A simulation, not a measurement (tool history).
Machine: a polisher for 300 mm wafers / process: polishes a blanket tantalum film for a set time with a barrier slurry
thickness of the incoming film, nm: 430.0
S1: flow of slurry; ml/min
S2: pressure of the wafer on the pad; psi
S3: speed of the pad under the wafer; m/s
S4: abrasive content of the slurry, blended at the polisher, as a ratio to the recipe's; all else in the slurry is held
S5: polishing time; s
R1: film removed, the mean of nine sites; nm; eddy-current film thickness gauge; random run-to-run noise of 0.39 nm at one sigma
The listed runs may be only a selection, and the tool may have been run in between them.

| run | hour | S1 | S2 | S3 | S4 | S5 | R1 |
|---|---|---|---|---|---|---|---|
| 1 | 0.0 | 275 | 1.5 | 0.82 | 1.0 | 22 | 21.230 |
| 2 | 2.6 | 275 | 1.5 | 0.82 | 1.0 | 20 | 19.420 |
| 3 | 8.8 | 275 | 1.2 | 0.82 | 1.0 | 20 | 15.789 |
| 4 | 13.4 | 275 | 1.3 | 0.84 | 1.0 | 20 | 17.349 |
| 5 | 17.0 | 275 | 1.4 | 0.86 | 1.0 | 20 | 18.635 |
| 6 | 18.1 | 275 | 1.5 | 0.88 | 1.0 | 20 | 20.470 |
|  | 25.0 | slurry blender recalibrated |
| 7 | 25.0 | 275 | 1.6 | 0.90 | 1.0 | 20 | 24.666 |

Expected results for the next run?
| 8 | 28.1 | 280 | 2.0 | 0.90 | 1.0 | 20 | ? |

Run 8 measured R1 30.607 nm.
